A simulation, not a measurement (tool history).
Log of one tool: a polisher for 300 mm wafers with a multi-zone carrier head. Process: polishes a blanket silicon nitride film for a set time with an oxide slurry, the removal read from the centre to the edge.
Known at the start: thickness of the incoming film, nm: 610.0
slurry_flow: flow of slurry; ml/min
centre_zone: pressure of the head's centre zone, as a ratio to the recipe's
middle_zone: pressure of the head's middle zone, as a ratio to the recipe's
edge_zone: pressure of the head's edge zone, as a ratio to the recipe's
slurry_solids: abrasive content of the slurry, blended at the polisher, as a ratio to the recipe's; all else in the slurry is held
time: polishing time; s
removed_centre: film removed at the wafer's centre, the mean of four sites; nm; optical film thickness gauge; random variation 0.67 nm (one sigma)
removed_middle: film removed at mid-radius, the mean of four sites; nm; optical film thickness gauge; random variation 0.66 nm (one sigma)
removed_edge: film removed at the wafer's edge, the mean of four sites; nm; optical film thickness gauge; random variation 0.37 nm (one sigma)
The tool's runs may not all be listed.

| run | hour | slurry_flow | centre_zone | middle_zone | edge_zone | slurry_solids | time | removed_centre | removed_middle | removed_edge |
|---|---|---|---|---|---|---|---|---|---|---|
| 1 | 0.0 | 270 | 1.00 | 1.00 | 1.00 | 1.00 | 84 | 70.702 | 71.427 | 74.284 |
| 2 | 1.0 | 270 | 1.00 | 1.00 | 1.00 | 1.00 | 101 | 87.546 | 91.503 | 88.403 |
| 3 | 5.2 | 260 | 0.97 | 0.99 | 0.96 | 0.85 | 95 | 74.376 | 77.747 | 77.795 |
| 4 | 13.4 | 260 | 0.97 | 1.07 | 0.96 | 0.85 | 95 | 74.109 | 84.562 | 78.339 |
| 5 | 22.2 | 235 | 0.97 | 1.07 | 0.96 | 0.85 | 95 | 73.965 | 84.011 | 77.340 |
| 6 | 24.2 | 235 | 0.89 | 1.07 | 0.96 | 0.85 | 95 | 68.823 | 83.182 | 77.291 |

The next listed run, before its measurement:
| 7 | 26.4 | 230 | 0.89 | 1.05 | 0.93 | 0.75 | 90 | ? | ? | ? |

Run 7 gave removed_centre 63.706 nm, removed_middle 74.257 nm, removed_edge 68.933 nm.
